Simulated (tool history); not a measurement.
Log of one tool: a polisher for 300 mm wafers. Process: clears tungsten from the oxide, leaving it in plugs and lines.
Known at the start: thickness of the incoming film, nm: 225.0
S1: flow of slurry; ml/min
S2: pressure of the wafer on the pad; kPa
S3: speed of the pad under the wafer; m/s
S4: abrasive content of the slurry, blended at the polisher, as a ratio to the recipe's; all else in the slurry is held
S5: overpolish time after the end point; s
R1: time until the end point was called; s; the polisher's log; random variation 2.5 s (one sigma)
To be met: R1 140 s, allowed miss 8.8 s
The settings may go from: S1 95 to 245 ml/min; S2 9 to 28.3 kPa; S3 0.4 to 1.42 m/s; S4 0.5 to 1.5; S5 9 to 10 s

run	hour	S1	S2	S3	S4	S5	R1
1	0	155	18.6	0.9	1	10	81.478
2	1.9	180	18.6	0.9	1	10	77.597
3	7.1	180	18.6	0.9	1	10	76.847
4	15.9	180	18.6	0.72	1	10	92.312
5	17.9	180	14.5	0.72	1	10	111.35
6	23.4	145	14.5	0.72	1	10	115.64
7	32.4	145	14.5	0.72	1	10	117.17
8	36.9	145	13.8	0.72	1	10	117.99
9	38.6	145	13.1	0.7	1	10	126.59

Which of these 5 next moves meets every target?
A	40.3	120	12.4	0.84	1	9	?
B	40.3	195	12.4	0.78	0.95	9	?
C	40.3	155	13.8	0.76	1	9	?
D	40.3	150	13.8	0.56	1.05	10	?
E	40.3	180	11.7	0.78	0.8	9	?

move	R1
A	118.99
B	115.84
C	112.48
D	138.97
E	126.39
A: further off than the last run
B: further off than the last run
C: further off than the last run
D: meets every target
E: as far off as the last run
The right move is D.
